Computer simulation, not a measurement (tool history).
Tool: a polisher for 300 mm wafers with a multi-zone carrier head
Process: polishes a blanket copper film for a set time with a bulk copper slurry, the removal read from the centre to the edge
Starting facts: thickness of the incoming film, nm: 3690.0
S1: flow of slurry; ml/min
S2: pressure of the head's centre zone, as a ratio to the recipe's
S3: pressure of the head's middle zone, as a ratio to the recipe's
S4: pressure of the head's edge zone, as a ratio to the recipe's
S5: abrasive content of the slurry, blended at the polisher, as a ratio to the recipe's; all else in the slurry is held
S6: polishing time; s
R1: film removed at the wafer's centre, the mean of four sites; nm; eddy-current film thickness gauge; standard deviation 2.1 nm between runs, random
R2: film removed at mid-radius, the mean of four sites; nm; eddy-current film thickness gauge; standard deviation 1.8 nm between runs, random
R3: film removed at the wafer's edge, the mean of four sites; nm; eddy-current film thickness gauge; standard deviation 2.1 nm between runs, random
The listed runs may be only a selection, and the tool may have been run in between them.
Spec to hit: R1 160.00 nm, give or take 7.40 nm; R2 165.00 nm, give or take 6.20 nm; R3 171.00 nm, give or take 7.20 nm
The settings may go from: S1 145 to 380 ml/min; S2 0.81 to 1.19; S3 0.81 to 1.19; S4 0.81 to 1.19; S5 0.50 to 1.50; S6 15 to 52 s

run 1 hour=0.0 | S1=245 S2=1.00 S3=1.00 S4=1.00 S5=1.00 S6=33 | R1=263.68 R2=263.43 R3=270.53
run 2 hour=5.1 | S1=245 S2=1.00 S3=1.00 S4=1.00 S5=0.85 S6=33 | R1=254.58 R2=256.67 R3=261.99
run 3 hour=10.9 | S1=245 S2=0.99 S3=0.99 S4=0.99 S5=0.80 S6=31 | R1=232.31 R2=235.17 R3=244.06
run 4 hour=16.1 | S1=245 S2=0.99 S3=0.99 S4=0.97 S5=0.75 S6=30 | R1=219.78 R2=226.55 R3=224.40
run 5 hour=18.9 | S1=240 S2=0.98 S3=0.97 S4=0.96 S5=0.70 S6=29 | R1=211.69 R2=211.91 R3=215.88
run 6 hour=27.1 | S1=300 S2=0.98 S3=0.97 S4=0.96 S5=0.70 S6=29 | R1=213.49 R2=217.30 R3=220.65
run 7 hour=33.8 | S1=285 S2=0.89 S3=0.88 S4=0.86 S5=0.50 S6=23 | R1=144.94 R2=142.11 R3=148.81
run 8 hour=40.7 | S1=285 S2=0.90 S3=0.89 S4=0.88 S5=0.50 S6=23 | R1=145.93 R2=147.00 R3=152.81
run 9 hour=41.9 | S1=285 S2=0.91 S3=0.90 S4=0.89 S5=0.50 S6=23 | R1=146.64 R2=143.94 R3=155.77
run 10 hour=47.2 | S1=285 S2=0.92 S3=0.92 S4=0.90 S5=0.50 S6=23 | R1=150.45 R2=148.13 R3=152.07
run 11 hour=48.6 | S1=285 S2=0.92 S3=0.93 S4=0.91 S5=0.50 S6=23 | R1=147.58 R2=151.86 R3=155.93
run 12 hour=57.2 | S1=285 S2=0.93 S3=0.93 S4=0.92 S5=0.50 S6=23 | R1=148.70 R2=150.30 R3=158.61
run 13 hour=58.4 | S1=285 S2=0.94 S3=0.94 S4=0.93 S5=0.50 S6=23 | R1=152.54 R2=151.62 R3=155.89
run 14 hour=61.8 | S1=285 S2=0.94 S3=0.95 S4=0.94 S5=0.50 S6=23 | R1=150.88 R2=155.48 R3=159.41
run 15 hour=67.2 | S1=285 S2=0.94 S3=0.95 S4=0.94 S5=0.50 S6=23 | R1=148.32 R2=151.65 R3=157.60
run 16 hour=67.7 | S1=305 S2=0.97 S3=1.00 S4=1.02 S5=0.65 S6=23 | R1=167.81 R2=173.18 R3=175.23

Which single option among these 4 for the next run brings every result within its allowed miss of target? Just one does.
run A hour=68.2 | S1=330 S2=0.96 S3=0.99 S4=1.03 S5=0.65 S6=22 | R1=? R2=? R3=?
run B hour=68.2 | S1=300 S2=1.03 S3=0.87 S4=0.92 S5=0.60 S6=24 | R1=? R2=? R3=?
run C hour=68.2 | S1=285 S2=0.93 S3=1.07 S4=0.99 S5=0.55 S6=24 | R1=? R2=? R3=?
run D hour=68.2 | S1=290 S2=1.00 S3=0.84 S4=1.06 S5=0.90 S6=22 | R1=? R2=? R3=?

move=A R1=156.39 R2=162.54 R3=169.79
move=B R1=174.95 R2=154.90 R3=171.39
move=C R1=157.85 R2=179.66 R3=172.65
move=D R1=172.29 R2=151.69 R3=185.12
A: each result inside its tolerance
B: takes the result that was furthest off past its target
C: misses by more than the last run did
D: takes the result that was furthest off past its target
A meets every target.

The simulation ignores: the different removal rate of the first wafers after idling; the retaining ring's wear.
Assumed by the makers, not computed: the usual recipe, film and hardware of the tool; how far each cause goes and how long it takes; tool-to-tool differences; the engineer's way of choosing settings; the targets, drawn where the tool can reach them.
